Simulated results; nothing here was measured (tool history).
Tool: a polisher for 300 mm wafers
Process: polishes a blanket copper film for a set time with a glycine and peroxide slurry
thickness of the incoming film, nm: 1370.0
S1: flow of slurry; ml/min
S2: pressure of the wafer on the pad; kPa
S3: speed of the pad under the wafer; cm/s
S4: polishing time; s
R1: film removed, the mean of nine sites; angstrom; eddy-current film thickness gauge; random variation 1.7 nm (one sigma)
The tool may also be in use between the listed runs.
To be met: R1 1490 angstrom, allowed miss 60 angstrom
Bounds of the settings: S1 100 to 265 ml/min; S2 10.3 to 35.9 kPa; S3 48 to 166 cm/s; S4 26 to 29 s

run  hour   S1    S2   S3  S4      R1
  1     0  170  22.8  106  29  2275.2
  2   5.9  170  19.3  104  29  1954.9
  3  10.1  170  19.3  104  29  1953.3
  4  18.2  170  17.2  104  29  1797.2
  5  26.4  170  22.8  104  29  2215.3
  6    34  135  22.8  104  29  2203.4
  7  41.9  135  15.9  100  29  1627.9
  8  46.4  135  15.2  100  29  1597.7

5 next moves are on the table. One of them brings every result within its allowed miss. Which?
  A  50.9  120  18.6   98  26   ?
  B  50.9  125  23.4   70  28   ?
  C  50.9  170  16.5   96  26   ?
  D  50.9  135  15.2  110  29   ?
  E  50.9  195  14.5  114  29   ?

move      R1
   A  1588.1
   B  1662.6
   C  1490.6
   D    1665
   E  1708.1
A: nearer than the last run, and not there yet
B: further off than the last run
C: meets every target
D: further off than the last run
E: further off than the last run
Answer: C
